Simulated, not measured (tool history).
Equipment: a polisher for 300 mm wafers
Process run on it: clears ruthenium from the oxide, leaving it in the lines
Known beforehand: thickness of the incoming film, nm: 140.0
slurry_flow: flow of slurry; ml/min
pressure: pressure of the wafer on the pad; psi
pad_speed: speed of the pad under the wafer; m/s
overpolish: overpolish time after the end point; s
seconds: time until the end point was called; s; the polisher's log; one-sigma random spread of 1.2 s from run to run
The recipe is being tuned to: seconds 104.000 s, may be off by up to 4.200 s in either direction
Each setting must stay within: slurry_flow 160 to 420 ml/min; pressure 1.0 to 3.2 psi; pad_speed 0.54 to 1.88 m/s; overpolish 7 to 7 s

run,hour,slurry_flow,pressure,pad_speed,overpolish,seconds
1,0.0,270,2.1,1.20,7,75.172
2,2.1,270,2.1,1.20,7,77.964
3,7.0,270,2.1,1.42,7,63.804
4,15.6,270,1.9,1.42,7,70.082
5,19.8,270,2.3,1.42,7,61.689
6,20.7,270,2.3,1.42,7,62.852
7,23.1,270,2.1,1.38,7,67.529
8,29.9,265,1.5,1.22,7,94.064
9,38.1,265,1.2,1.20,7,108.890

Which of these 5 next moves meets every target?
A,46.3,310,1.0,1.36,7,?
B,46.3,275,1.0,1.24,7,?
C,46.3,290,1.2,1.36,7,?
D,46.3,210,1.5,1.20,7,?
E,46.3,250,1.3,1.32,7,?

move,seconds
A,102.630
B,113.400
C,93.587
D,95.646
E,93.289
A: every result within its allowed miss
B: its largest miss is bigger than the last run's
C: pushes the last run's worst result past its target
D: pushes the last run's worst result past its target
E: pushes the last run's worst result past its target
A is the move that brings every result within its allowed miss.
